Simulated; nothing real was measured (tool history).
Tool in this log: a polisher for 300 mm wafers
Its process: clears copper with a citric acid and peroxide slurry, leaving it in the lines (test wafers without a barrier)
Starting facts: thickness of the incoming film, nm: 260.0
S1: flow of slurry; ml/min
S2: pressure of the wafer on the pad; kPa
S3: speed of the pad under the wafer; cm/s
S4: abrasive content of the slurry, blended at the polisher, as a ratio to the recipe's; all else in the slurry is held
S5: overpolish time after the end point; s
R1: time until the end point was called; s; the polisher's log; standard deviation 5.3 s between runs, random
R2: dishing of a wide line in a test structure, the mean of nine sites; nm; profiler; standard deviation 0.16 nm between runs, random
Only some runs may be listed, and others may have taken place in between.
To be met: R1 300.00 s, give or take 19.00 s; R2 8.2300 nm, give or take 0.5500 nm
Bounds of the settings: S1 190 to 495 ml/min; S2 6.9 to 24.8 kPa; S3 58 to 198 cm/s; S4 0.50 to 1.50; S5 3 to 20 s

run,hour,S1,S2,S3,S4,S5,R1,R2
1,0.0,320,15.9,128,1.00,10,172.09,13.5790
2,6.0,280,15.9,128,1.00,10,175.37,13.5100
3,14.0,280,13.8,126,1.00,10,197.84,11.8590
4,16.3,280,13.8,148,1.00,10,174.25,13.6240
5,24.1,280,13.8,168,1.00,10,160.38,15.2050
6,32.6,275,12.4,160,1.00,10,179.82,13.4830
7,38.9,275,11.0,152,1.00,10,203.24,11.8330
8,42.7,275,10.3,146,1.00,10,216.37,11.0500
9,51.3,275,9.7,142,1.00,10,234.21,10.3910
# hour 52.5: worn pad replaced by a new one
10,52.5,275,9.0,138,1.00,10,222.41,11.1710
11,57.4,265,8.3,128,0.95,10,257.70,10.1460

Exercise: of the 4 proposed moves below, exactly one satisfies all targets within the stated allowed misses. Which move is it?
A,62.3,265,6.9,114,1.05,10,?,?
B,62.3,190,6.9,102,0.60,14,?,?
C,62.3,240,7.6,112,0.60,15,?,?
D,62.3,290,6.9,92,1.10,13,?,?

move,R1,R2
A,299.69,8.5839
B,366.21,9.7801
C,313.53,12.1160
D,343.42,9.6897
A: every result within its allowed miss
B: no nearer and no further than the last run
C: moves away from the targets compared with the last run
D: moves toward the targets from the last run without getting all of them in spec
The move that meets every target is A.
